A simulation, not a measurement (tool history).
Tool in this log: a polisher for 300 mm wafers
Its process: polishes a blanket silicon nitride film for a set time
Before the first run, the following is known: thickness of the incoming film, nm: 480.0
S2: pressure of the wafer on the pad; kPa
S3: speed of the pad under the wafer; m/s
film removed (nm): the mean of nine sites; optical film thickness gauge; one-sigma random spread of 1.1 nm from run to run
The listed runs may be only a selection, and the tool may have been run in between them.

Run 1, hour 0: flow of slurry (ml/min) 170, S2 22.8 kPa, S3 1.2 m/s, polishing time (s) 91. Result: film removed (nm) 180.68.
Run 2, hour 1.3: flow of slurry (ml/min) 170, S2 17.2 kPa, S3 1.2 m/s, polishing time (s) 91. Result: film removed (nm) 141.49.
Run 3, hour 2.7: flow of slurry (ml/min) 170, S2 17.2 kPa, S3 1.2 m/s, polishing time (s) 95. Result: film removed (nm) 146.91.
Run 4, hour 3.4: flow of slurry (ml/min) 170, S2 17.2 kPa, S3 1.2 m/s, polishing time (s) 95. Result: film removed (nm) 144.8.
Run 5, hour 6.4: flow of slurry (ml/min) 165, S2 17.2 kPa, S3 1.2 m/s, polishing time (s) 95. Result: film removed (nm) 148.43.
Run 6, hour 9.7: flow of slurry (ml/min) 165, S2 16.5 kPa, S3 1.2 m/s, polishing time (s) 95. Result: film removed (nm) 142.46.
At hour 16.4: head pressure recalibrated.
Run 7, hour 16.4: flow of slurry (ml/min) 160, S2 15.9 kPa, S3 1.2 m/s, polishing time (s) 95. Result: film removed (nm) 125.94.
Run 8, hour 22.3: flow of slurry (ml/min) 165, S2 15.9 kPa, S3 1.2 m/s, polishing time (s) 95. Result: film removed (nm) 125.12.

Predict the results of run 9:
Run 9, hour 25.9: flow of slurry (ml/min) 165, S2 15.9 kPa, S3 1.2 m/s, polishing time (s) 95. Result: film removed (nm) ?.

film removed (nm): 125.03
